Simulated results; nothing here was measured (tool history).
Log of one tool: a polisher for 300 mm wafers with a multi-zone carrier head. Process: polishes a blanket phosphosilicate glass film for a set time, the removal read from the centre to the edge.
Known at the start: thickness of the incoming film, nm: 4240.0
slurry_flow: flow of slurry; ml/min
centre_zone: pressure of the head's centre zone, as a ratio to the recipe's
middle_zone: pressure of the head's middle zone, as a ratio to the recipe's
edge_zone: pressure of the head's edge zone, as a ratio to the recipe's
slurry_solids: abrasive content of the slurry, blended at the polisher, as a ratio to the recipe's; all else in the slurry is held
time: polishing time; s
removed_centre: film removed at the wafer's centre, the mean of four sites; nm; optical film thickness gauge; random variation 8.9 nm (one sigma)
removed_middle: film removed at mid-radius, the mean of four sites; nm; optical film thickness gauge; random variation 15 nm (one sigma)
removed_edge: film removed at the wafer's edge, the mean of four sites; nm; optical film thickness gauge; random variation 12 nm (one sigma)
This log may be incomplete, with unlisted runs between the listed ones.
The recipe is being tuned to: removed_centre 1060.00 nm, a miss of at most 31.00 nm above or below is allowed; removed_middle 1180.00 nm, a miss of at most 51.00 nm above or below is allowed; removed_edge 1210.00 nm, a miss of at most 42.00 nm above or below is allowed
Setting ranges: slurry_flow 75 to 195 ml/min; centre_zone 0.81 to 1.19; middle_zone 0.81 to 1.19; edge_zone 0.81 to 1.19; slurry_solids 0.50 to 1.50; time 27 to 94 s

| run | hour | slurry_flow | centre_zone | middle_zone | edge_zone | slurry_solids | time | removed_centre | removed_middle | removed_edge |
|---|---|---|---|---|---|---|---|---|---|---|
| 1 | 0.0 | 125 | 1.00 | 1.00 | 1.00 | 1.00 | 60 | 775.92 | 801.45 | 785.67 |
| 2 | 7.9 | 130 | 0.99 | 1.01 | 1.03 | 1.10 | 61 | 814.35 | 826.84 | 847.09 |
| 3 | 12.2 | 110 | 0.99 | 1.01 | 1.03 | 1.10 | 61 | 781.68 | 818.38 | 818.52 |
| 4 | 13.2 | 110 | 0.99 | 1.09 | 1.03 | 1.10 | 61 | 779.80 | 882.89 | 824.88 |
| 5 | 18.7 | 120 | 0.99 | 1.10 | 1.06 | 1.20 | 62 | 825.30 | 932.66 | 900.18 |
| 6 | 21.6 | 120 | 0.99 | 1.10 | 1.09 | 1.20 | 62 | 830.00 | 918.31 | 891.94 |
| 7 | 22.3 | 130 | 0.98 | 1.10 | 1.09 | 1.25 | 63 | 851.98 | 949.18 | 932.65 |
| 8 | 22.9 | 130 | 0.98 | 1.10 | 1.10 | 1.30 | 65 | 895.12 | 992.46 | 967.12 |
| 9 | 29.8 | 135 | 0.97 | 1.10 | 1.12 | 1.35 | 67 | 935.38 | 1084.10 | 1018.00 |
| 10 | 35.1 | 135 | 0.96 | 1.06 | 1.13 | 1.40 | 69 | 971.76 | 1048.10 | 1077.30 |
| 11 | 42.2 | 140 | 0.96 | 1.06 | 1.14 | 1.40 | 70 | 985.01 | 1085.80 | 1112.00 |
| 12 | 49.1 | 145 | 0.96 | 1.06 | 1.15 | 1.40 | 70 | 999.45 | 1074.20 | 1116.20 |
| 13 | 50.8 | 150 | 0.96 | 1.07 | 1.16 | 1.40 | 70 | 1001.00 | 1100.40 | 1125.90 |
|  | 59.1 | worn pad replaced by a new one |
| 14 | 59.1 | 155 | 0.96 | 1.07 | 1.17 | 1.40 | 70 | 1102.50 | 1280.30 | 1236.10 |
| 15 | 67.1 | 150 | 0.96 | 1.06 | 1.18 | 1.40 | 70 | 1122.50 | 1214.30 | 1265.30 |

Below are 4 possible settings for the next run. Only one of them brings all results inside the allowed miss of their targets. Which is it?
| A | 75.1 | 160 | 1.06 | 1.06 | 1.19 | 1.45 | 66 | ? | ? | ? |
| B | 75.1 | 155 | 0.93 | 0.93 | 1.19 | 1.50 | 70 | ? | ? | ? |
| C | 75.1 | 140 | 0.94 | 1.16 | 1.05 | 1.45 | 69 | ? | ? | ? |
| D | 75.1 | 185 | 0.92 | 1.03 | 1.14 | 1.40 | 67 | ? | ? | ? |

| move | removed_centre | removed_middle | removed_edge |
|---|---|---|---|
| A | 1195.60 | 1170.90 | 1199.10 |
| B | 1114.30 | 1117.50 | 1281.20 |
| C | 1079.50 | 1293.10 | 1155.10 |
| D | 1068.70 | 1176.00 | 1198.90 |
A: its largest miss is bigger than the last run's
B: gains on the last run, yet a result remains outside its allowed miss
C: corrects the largest miss of the last run, while another result sits out of spec
D: every result lands within tolerance
So the answer is move D, the one that meets all the targets.
